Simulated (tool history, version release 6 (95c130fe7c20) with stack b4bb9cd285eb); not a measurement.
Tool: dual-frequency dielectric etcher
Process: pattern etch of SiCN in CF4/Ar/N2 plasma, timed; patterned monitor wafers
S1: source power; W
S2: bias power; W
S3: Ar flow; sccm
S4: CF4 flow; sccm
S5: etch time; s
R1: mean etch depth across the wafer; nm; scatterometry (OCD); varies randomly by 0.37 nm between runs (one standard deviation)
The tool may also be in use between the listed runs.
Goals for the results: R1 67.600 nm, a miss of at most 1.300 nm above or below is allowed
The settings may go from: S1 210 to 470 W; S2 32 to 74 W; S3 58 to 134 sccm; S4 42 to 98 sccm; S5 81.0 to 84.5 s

run  hour   S1  S2  S3  S4    S5      R1
  1   0.0  340  53  96  70  81.0  52.184
  2   8.0  350  53  96  70  81.0  53.797
  3  11.3  350  53  96  76  81.0  54.179
  4  14.2  360  53  96  76  81.0  55.434
  5  20.3  360  60  96  76  81.0  58.104
  6  21.5  370  60  96  76  81.0  59.374
  7  24.6  380  60  96  76  81.0  60.192
  8  29.4  380  60  96  76  81.0  60.788
  9  30.8  390  60  96  76  81.0  62.067
 10  36.2  390  60  96  76  81.0  62.289

Below are 4 possible settings for the next run. Only one of them brings all results inside the allowed miss of their targets. Which is it?
  A  41.6  380  55  99  72  84.0   ?
  B  41.6  430  55  98  80  83.0   ?
  C  41.6  390  65  96  87  81.0   ?
  D  41.6  370  68  85  71  84.5   ?

move      R1
   A  60.436
   B  67.333
   C  64.924
   D  64.914
A: its largest miss is bigger than the last run's
B: meets every target
C: moves toward the targets from the last run without getting all of them in spec
D: moves toward the targets from the last run without getting all of them in spec
Move B is the one to make.
